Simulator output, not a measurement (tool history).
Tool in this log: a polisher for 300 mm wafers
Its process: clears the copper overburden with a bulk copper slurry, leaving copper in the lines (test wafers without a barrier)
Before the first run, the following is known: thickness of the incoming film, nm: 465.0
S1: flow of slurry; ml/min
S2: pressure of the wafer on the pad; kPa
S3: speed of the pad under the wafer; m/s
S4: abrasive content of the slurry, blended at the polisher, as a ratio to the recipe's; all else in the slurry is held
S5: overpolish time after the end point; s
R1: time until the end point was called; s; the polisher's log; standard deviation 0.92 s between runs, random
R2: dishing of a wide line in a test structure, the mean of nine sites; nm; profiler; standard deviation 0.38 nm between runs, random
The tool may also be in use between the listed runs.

Run 1, hour 0.0: S1 320 ml/min, S2 14.5 kPa, S3 0.92 m/s, S4 1.00, S5 21 s. Result: R1 82.804 s, R2 29.706 nm.
Run 2, hour 8.9: S1 320 ml/min, S2 14.5 kPa, S3 0.92 m/s, S4 0.85, S5 21 s. Result: R1 87.614 s, R2 30.276 nm.
Run 3, hour 15.1: S1 320 ml/min, S2 14.5 kPa, S3 0.92 m/s, S4 0.70, S5 21 s. Result: R1 94.979 s, R2 29.104 nm.
Run 4, hour 24.0: S1 320 ml/min, S2 14.5 kPa, S3 1.00 m/s, S4 0.70, S5 21 s. Result: R1 87.749 s, R2 28.793 nm.
Run 5, hour 32.9: S1 310 ml/min, S2 13.8 kPa, S3 1.02 m/s, S4 0.70, S5 19 s. Result: R1 89.691 s, R2 29.120 nm.
Run 6, hour 38.9: S1 255 ml/min, S2 13.8 kPa, S3 1.02 m/s, S4 0.70, S5 19 s. Result: R1 93.027 s, R2 28.635 nm.
Run 7, hour 43.2: S1 245 ml/min, S2 13.1 kPa, S3 1.04 m/s, S4 0.70, S5 17 s. Result: R1 94.535 s, R2 27.350 nm.

Run 8 is up next; what results do you expect?
Run 8, hour 47.4: S1 240 ml/min, S2 12.4 kPa, S3 1.06 m/s, S4 0.70, S5 16 s. Result: R1 ?, R2 ?.

R1: 99.764 s
R2: 26.524 nm
